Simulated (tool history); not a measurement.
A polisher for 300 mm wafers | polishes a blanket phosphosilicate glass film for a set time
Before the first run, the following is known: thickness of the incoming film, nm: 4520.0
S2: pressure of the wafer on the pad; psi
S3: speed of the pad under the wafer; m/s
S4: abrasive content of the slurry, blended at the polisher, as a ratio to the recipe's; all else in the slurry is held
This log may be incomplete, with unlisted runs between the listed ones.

{"run": 1, "day": 0.0, "flow of slurry (ml/min)": 215, "S2": 3.5, "S3": 1.02, "S4": 1, "polishing time (s)": 24, "film removed (nm)": 152.07}
{"run": 2, "day": 0.208, "flow of slurry (ml/min)": 215, "S2": 4, "S3": 1.08, "S4": 1, "polishing time (s)": 24, "film removed (nm)": 174.57}
{"run": 3, "day": 0.483, "flow of slurry (ml/min)": 215, "S2": 4.3, "S3": 1.18, "S4": 1, "polishing time (s)": 24, "film removed (nm)": 192.22}
{"run": 4, "day": 0.533, "flow of slurry (ml/min)": 215, "S2": 4.3, "S3": 1.18, "S4": 0.85, "polishing time (s)": 24, "film removed (nm)": 167.78}
{"run": 5, "day": 0.796, "flow of slurry (ml/min)": 215, "S2": 4.6, "S3": 1.28, "S4": 0.9, "polishing time (s)": 24, "film removed (nm)": 194.23}
{"run": 6, "day": 1.125, "flow of slurry (ml/min)": 215, "S2": 4.6, "S3": 1.28, "S4": 0.9, "polishing time (s)": 21, "film removed (nm)": 171.74}

Run 7 has not been measured yet. What should we expect?
{"run": 7, "day": 1.304, "flow of slurry (ml/min)": 215, "S2": 4.8, "S3": 1.34, "S4": 1, "polishing time (s)": 21, "film removed (nm)": "?"}

film removed (nm): 194.15
